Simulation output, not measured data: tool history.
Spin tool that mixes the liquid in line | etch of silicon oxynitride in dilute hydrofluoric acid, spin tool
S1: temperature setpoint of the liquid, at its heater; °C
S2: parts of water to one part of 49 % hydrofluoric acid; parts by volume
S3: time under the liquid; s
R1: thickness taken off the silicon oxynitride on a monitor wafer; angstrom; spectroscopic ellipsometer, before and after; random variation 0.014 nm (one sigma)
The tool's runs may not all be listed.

run,hour,S1,S2,S3,R1
1,0,21,120,35,11.109
2,5.9,21,120,35,11.252
3,11.4,21,120,15,4.9138
4,16.4,23,100,15,6.4792
5,23.3,23,100,35,15.088
6,26.1,23,100,35,15.154
7,28.9,22.5,100,35,14.463
8,37.2,22,100,35,14.497
9,43.7,22.5,100,35,14.891

Forecast run 10:
10,48.4,22.5,100,35,?

R1: 14.812 angstrom
